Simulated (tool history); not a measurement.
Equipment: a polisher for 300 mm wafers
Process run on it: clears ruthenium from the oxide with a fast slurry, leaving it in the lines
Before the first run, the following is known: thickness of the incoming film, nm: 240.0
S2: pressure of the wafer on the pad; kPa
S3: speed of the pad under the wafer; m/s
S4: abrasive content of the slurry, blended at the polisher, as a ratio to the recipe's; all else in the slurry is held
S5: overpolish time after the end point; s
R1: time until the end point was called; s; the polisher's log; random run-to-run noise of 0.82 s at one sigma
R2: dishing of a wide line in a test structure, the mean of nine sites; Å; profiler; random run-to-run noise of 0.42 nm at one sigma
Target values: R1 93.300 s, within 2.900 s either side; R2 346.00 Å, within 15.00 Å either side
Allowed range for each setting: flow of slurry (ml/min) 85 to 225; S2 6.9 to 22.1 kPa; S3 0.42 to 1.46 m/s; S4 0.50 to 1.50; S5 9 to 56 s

{"run": 1, "hour": 0.0, "flow of slurry (ml/min)": 145, "S2": 14.5, "S3": 0.94, "S4": 1.0, "S5": 29, "R1": 92.317, "R2": 701.62}
{"run": 2, "hour": 8.3, "flow of slurry (ml/min)": 150, "S2": 14.5, "S3": 0.94, "S4": 1.0, "S5": 27, "R1": 90.411, "R2": 636.18}
{"run": 3, "hour": 14.1, "flow of slurry (ml/min)": 155, "S2": 14.5, "S3": 0.94, "S4": 1.0, "S5": 25, "R1": 90.292, "R2": 600.16}
{"run": 4, "hour": 21.1, "flow of slurry (ml/min)": 160, "S2": 14.5, "S3": 0.94, "S4": 1.0, "S5": 24, "R1": 89.613, "R2": 580.89}
{"run": 5, "hour": 25.7, "flow of slurry (ml/min)": 165, "S2": 14.5, "S3": 0.94, "S4": 1.0, "S5": 23, "R1": 88.934, "R2": 576.09}
{"run": 6, "hour": 30.2, "flow of slurry (ml/min)": 165, "S2": 14.5, "S3": 0.94, "S4": 1.0, "S5": 21, "R1": 88.237, "R2": 535.23}
{"run": 7, "hour": 33.7, "flow of slurry (ml/min)": 170, "S2": 13.1, "S3": 0.94, "S4": 1.0, "S5": 9, "R1": 98.168, "R2": 216.43}
{"run": 8, "hour": 40.5, "flow of slurry (ml/min)": 130, "S2": 15.9, "S3": 0.88, "S4": 1.0, "S5": 15, "R1": 91.367, "R2": 381.01}
{"run": 9, "hour": 46.5, "flow of slurry (ml/min)": 145, "S2": 15.2, "S3": 0.88, "S4": 1.0, "S5": 15, "R1": 91.896, "R2": 374.85}

Exercise: of the 4 proposed moves below, exactly one satisfies all targets within the stated allowed misses. Which move is it?
{"run": "A", "hour": 52.5, "flow of slurry (ml/min)": 130, "S2": 16.5, "S3": 0.9, "S4": 0.9, "S5": 14, "R1": "?", "R2": "?"}
{"run": "B", "hour": 52.5, "flow of slurry (ml/min)": 150, "S2": 14.5, "S3": 0.78, "S4": 1.15, "S5": 16, "R1": "?", "R2": "?"}
{"run": "C", "hour": 52.5, "flow of slurry (ml/min)": 160, "S2": 15.9, "S3": 0.8, "S4": 1.05, "S5": 15, "R1": "?", "R2": "?"}
{"run": "D", "hour": 52.5, "flow of slurry (ml/min)": 115, "S2": 17.9, "S3": 0.7, "S4": 1.1, "S5": 15, "R1": "?", "R2": "?"}

move=A R1=92.180 R2=346.70
move=B R1=99.297 R2=366.44
move=C R1=92.620 R2=368.18
move=D R1=97.423 R2=351.17
A: all results in spec
B: lands further from the targets than the last run did
C: better than the last run, though not everything is in spec
D: the furthest-off result lands on target, but another misses its tolerance
A is the move that brings every result within its allowed miss.
